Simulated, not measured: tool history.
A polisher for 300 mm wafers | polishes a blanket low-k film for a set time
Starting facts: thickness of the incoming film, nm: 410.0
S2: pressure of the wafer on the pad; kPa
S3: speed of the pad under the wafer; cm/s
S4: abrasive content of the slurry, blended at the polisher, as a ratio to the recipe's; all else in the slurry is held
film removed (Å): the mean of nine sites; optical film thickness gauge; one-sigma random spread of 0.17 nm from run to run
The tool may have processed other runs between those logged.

run 1 hour=0.0 | flow_of_slurry_(ml/min)=220 S2=10.3 S3=126 S4=1.00 polishing_time_(s)=82 | film_removed_(Å)=291.85
run 2 hour=2.1 | flow_of_slurry_(ml/min)=220 S2=12.4 S3=126 S4=1.00 polishing_time_(s)=82 | film_removed_(Å)=348.66
run 3 hour=10.7 | flow_of_slurry_(ml/min)=220 S2=11.0 S3=120 S4=1.00 polishing_time_(s)=82 | film_removed_(Å)=300.13
run 4 hour=14.8 | flow_of_slurry_(ml/min)=220 S2=12.4 S3=120 S4=1.00 polishing_time_(s)=82 | film_removed_(Å)=331.30
run 5 hour=22.7 | flow_of_slurry_(ml/min)=220 S2=11.0 S3=114 S4=1.00 polishing_time_(s)=82 | film_removed_(Å)=287.81
run 6 hour=29.6 | flow_of_slurry_(ml/min)=220 S2=11.0 S3=114 S4=1.00 polishing_time_(s)=86 | film_removed_(Å)=295.97
run 7 hour=32.9 | flow_of_slurry_(ml/min)=220 S2=8.3 S3=88 S4=0.95 polishing_time_(s)=86 | film_removed_(Å)=182.93

Expected results for the next run?
run 8 hour=40.7 | flow_of_slurry_(ml/min)=220 S2=5.5 S3=86 S4=0.95 polishing_time_(s)=86 | film_removed_(Å)=?

{"run 8": {"film removed (Å)": 132.18}}

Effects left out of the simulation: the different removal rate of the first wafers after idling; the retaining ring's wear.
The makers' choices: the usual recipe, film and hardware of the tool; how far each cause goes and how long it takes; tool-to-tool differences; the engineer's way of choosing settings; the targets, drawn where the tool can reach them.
